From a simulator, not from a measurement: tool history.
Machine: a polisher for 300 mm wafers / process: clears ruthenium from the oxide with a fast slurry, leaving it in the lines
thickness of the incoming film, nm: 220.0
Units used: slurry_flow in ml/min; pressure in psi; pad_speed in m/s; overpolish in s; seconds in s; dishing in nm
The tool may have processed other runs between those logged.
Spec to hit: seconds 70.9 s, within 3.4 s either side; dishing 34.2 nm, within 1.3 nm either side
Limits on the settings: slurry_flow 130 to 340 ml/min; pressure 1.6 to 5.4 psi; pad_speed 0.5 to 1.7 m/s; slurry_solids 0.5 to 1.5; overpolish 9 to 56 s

run,day,slurry_flow,pressure,pad_speed,slurry_solids,overpolish,seconds,dishing
1,0,220,3.5,1.1,1,29,29.042,130.38
2,0.067,220,4.2,1.1,1,29,23.794,147.12
3,0.433,205,3.9,1,0.9,26,28.693,120.16
4,0.696,205,3.9,1,0.9,15,29.652,77.945
5,0.729,225,3.9,1,0.9,15,29.924,77.421
6,0.754,225,3.9,1,0.75,15,31.603,74.112
7,0.921,235,2.9,0.7,0.5,9,68.401,22.837
8,0.958,190,2.5,0.68,0.7,23,75.857,51.896
9,1.304,215,2.5,0.68,0.7,23,72.001,51.643
10,1.371,230,2.5,0.68,0.65,22,73.262,49.012
11,1.575,240,2.6,0.66,0.65,21,73.058,47.516
12,1.788,300,2.7,0.6,0.7,9,72.738,21.826
13,2.033,275,2.7,0.6,0.7,9,76.268,21.609
14,2.162,215,3.5,0.62,0.7,23,58.922,64.6
15,2.2,230,3.4,0.62,0.7,22,57.461,60.718

Below are 5 possible settings for the next run. Only one of them brings all results inside the allowed miss of their targets. Which is it?
A,2.238,245,2.8,0.62,0.7,14,?,?
B,2.238,260,3.6,0.72,0.55,24,?,?
C,2.238,240,2.9,0.5,0.75,47,?,?
D,2.238,245,3,0.5,0.8,15,?,?
E,2.238,200,2.9,0.54,0.7,18,?,?

move,seconds,dishing
A,71.372,34.584
B,53.344,72.003
C,82.346,87.332
D,77.46,34.175
E,80.663,38.934
A: every result lands within tolerance
B: its largest miss is bigger than the last run's
C: its largest miss is bigger than the last run's
D: gets the furthest-off result to its target, but another result is out of tolerance
E: gains on the last run, yet a result remains outside its allowed miss
Go with A: it meets all targets.

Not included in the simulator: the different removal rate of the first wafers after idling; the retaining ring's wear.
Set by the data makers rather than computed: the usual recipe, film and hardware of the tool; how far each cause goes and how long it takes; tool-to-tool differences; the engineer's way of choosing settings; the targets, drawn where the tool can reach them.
